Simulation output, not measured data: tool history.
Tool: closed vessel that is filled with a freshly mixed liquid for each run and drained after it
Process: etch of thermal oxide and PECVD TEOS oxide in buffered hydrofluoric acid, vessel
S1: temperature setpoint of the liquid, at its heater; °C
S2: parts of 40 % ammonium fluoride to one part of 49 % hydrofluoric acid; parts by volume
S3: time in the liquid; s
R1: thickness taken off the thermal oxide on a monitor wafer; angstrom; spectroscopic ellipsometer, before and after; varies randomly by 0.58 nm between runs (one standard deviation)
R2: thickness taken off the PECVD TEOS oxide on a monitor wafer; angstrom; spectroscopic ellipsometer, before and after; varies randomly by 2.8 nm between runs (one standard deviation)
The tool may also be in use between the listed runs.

run,day,S1,S2,S3,R1,R2
1,0.000,23.0,7.5,60,885.79,1968.70
2,0.179,23.0,7.5,35,518.27,1157.00
3,0.388,20.5,7.5,35,448.13,986.37
4,0.712,22.0,7.0,35,524.27,1168.30
5,0.912,22.0,7.0,30,453.44,980.05
6,0.988,22.0,7.0,55,824.92,1826.20
7,1.067,23.0,7.0,55,877.24,1937.60
8,1.346,24.0,7.0,55,920.61,2054.90
9,1.371,24.5,7.0,55,941.90,2148.50
10,1.712,24.5,7.0,55,947.47,2113.60
11,1.975,25.0,7.0,55,970.03,2163.10
12,2.275,25.5,7.0,55,993.85,2212.70
13,2.475,26.0,7.0,55,1017.90,2292.30
14,2.504,26.5,7.0,55,1066.40,2339.20

Forecast run 15:
15,2.617,27.0,7.0,55,?,?

{"run 15": {"R1": 1080.5, "R2": 2423.1}}
